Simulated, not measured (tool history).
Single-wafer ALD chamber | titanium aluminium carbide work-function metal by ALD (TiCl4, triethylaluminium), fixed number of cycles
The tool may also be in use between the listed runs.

| run | hour | heater temperature setpoint (deg C) | triethylaluminium pulse time (s) | mean film thickness on the monitor wafer (angstrom) |
|---|---|---|---|---|
| 1 | 0 | 285 | 15.99 | 19.333 |
| 2 | 3.3 | 275 | 15.99 | 18.543 |
| 3 | 10.1 | 275 | 20.59 | 18.515 |
| 4 | 12.5 | 279 | 20.59 | 18.88 |
| 5 | 20.2 | 282 | 20.65 | 19.1 |
| 6 | 26.2 | 292 | 20.65 | 19.741 |
| 7 | 29.3 | 294 | 20.62 | 20.116 |
| 8 | 33.3 | 295 | 20.63 | 20.117 |
| 9 | 41.6 | 296 | 20.63 | 20.158 |
| 10 | 44.8 | 297 | 20.63 | 20.327 |

Run 11 has not been measured yet. What should we expect?
| 11 | 53.5 | 298 | 20.63 | ? |

Run 11 came out at mean film thickness on the monitor wafer (angstrom) 20.332.
